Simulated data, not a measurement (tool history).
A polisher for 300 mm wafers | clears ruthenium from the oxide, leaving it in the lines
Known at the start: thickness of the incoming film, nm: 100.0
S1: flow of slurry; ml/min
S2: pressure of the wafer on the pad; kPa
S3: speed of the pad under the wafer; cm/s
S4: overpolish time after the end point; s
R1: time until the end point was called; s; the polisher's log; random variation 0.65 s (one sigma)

| run | hour | S1 | S2 | S3 | S4 | R1 |
|---|---|---|---|---|---|---|
| 1 | 0 | 215 | 15.2 | 82 | 8 | 85.795 |
| 2 | 8.5 | 215 | 15.2 | 70 | 8 | 99.372 |
| 3 | 11.6 | 215 | 15.2 | 52 | 8 | 133.72 |
| 4 | 18.4 | 215 | 15.2 | 52 | 8 | 134.05 |
| 5 | 25.5 | 215 | 15.9 | 54 | 8 | 122.03 |
| 6 | 26.1 | 180 | 15.9 | 54 | 8 | 128.24 |
| 7 | 28.6 | 185 | 16.5 | 54 | 8 | 121.36 |
| 8 | 35.1 | 190 | 17.2 | 54 | 8 | 116.86 |
| 9 | 41.3 | 195 | 21.4 | 72 | 8 | 72.449 |

The next listed run, before its measurement:
| 10 | 47.2 | 200 | 21.4 | 72 | 8 | ? |

{"run 10": {"R1": 73.585}}

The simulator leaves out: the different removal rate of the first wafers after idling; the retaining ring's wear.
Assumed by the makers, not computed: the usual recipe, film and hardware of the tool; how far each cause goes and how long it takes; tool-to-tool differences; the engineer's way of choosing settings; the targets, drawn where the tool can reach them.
